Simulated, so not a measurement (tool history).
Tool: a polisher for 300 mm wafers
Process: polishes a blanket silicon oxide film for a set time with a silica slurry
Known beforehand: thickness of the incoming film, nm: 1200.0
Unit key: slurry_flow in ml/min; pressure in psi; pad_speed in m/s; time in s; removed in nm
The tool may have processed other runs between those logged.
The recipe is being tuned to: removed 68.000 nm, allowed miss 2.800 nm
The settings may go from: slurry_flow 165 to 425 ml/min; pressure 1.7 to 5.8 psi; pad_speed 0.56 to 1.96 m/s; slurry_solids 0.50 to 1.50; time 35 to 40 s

run 1 day=0.000 | slurry_flow=275 pressure=3.7 pad_speed=1.26 slurry_solids=1.00 time=40 | removed=126.650
run 2 day=0.071 | slurry_flow=225 pressure=3.7 pad_speed=1.26 slurry_solids=1.00 time=40 | removed=123.700
run 3 day=0.204 | slurry_flow=225 pressure=3.4 pad_speed=1.24 slurry_solids=1.00 time=40 | removed=109.580
run 4 day=0.450 | slurry_flow=225 pressure=3.4 pad_speed=1.24 slurry_solids=1.00 time=35 | removed=97.259
run 5 day=0.504 | slurry_flow=225 pressure=3.3 pad_speed=1.24 slurry_solids=1.00 time=35 | removed=95.302
run 6 day=0.658 | slurry_flow=225 pressure=3.3 pad_speed=1.44 slurry_solids=1.00 time=35 | removed=106.780
run 7 day=0.904 | slurry_flow=225 pressure=3.1 pad_speed=1.44 slurry_solids=1.00 time=35 | removed=100.000
run 8 day=1.058 | slurry_flow=225 pressure=2.9 pad_speed=1.44 slurry_solids=1.00 time=35 | removed=93.731
run 9 day=1.146 | slurry_flow=225 pressure=2.8 pad_speed=1.44 slurry_solids=1.00 time=35 | removed=91.876
run 10 day=1.271 | slurry_flow=225 pressure=2.7 pad_speed=1.44 slurry_solids=1.00 time=35 | removed=88.321
run 11 day=1.438 | slurry_flow=225 pressure=2.6 pad_speed=1.44 slurry_solids=1.00 time=35 | removed=85.167
run 12 day=1.488 | slurry_flow=225 pressure=2.5 pad_speed=1.44 slurry_solids=1.00 time=35 | removed=81.839
run 13 day=1.550 | slurry_flow=225 pressure=1.8 pad_speed=1.42 slurry_solids=1.00 time=35 | removed=59.525

Which of these 5 next moves meets every target?
run A day=1.612 | slurry_flow=285 pressure=1.9 pad_speed=1.48 slurry_solids=1.05 time=39 | removed=?
run B day=1.612 | slurry_flow=275 pressure=1.7 pad_speed=1.56 slurry_solids=1.10 time=39 | removed=?
run C day=1.612 | slurry_flow=255 pressure=1.9 pad_speed=1.30 slurry_solids=1.05 time=35 | removed=?
run D day=1.612 | slurry_flow=245 pressure=1.9 pad_speed=1.36 slurry_solids=0.80 time=40 | removed=?
run E day=1.612 | slurry_flow=210 pressure=1.9 pad_speed=1.54 slurry_solids=1.10 time=35 | removed=?

move=A removed=75.788
move=B removed=72.499
move=C removed=60.291
move=D removed=61.807
move=E removed=68.105
A: takes the result that was furthest off past its target
B: takes the result that was furthest off past its target
C: an improvement on the last run, though not all results are within tolerance
D: an improvement on the last run, though not all results are within tolerance
E: every result within its allowed miss
Answer: E

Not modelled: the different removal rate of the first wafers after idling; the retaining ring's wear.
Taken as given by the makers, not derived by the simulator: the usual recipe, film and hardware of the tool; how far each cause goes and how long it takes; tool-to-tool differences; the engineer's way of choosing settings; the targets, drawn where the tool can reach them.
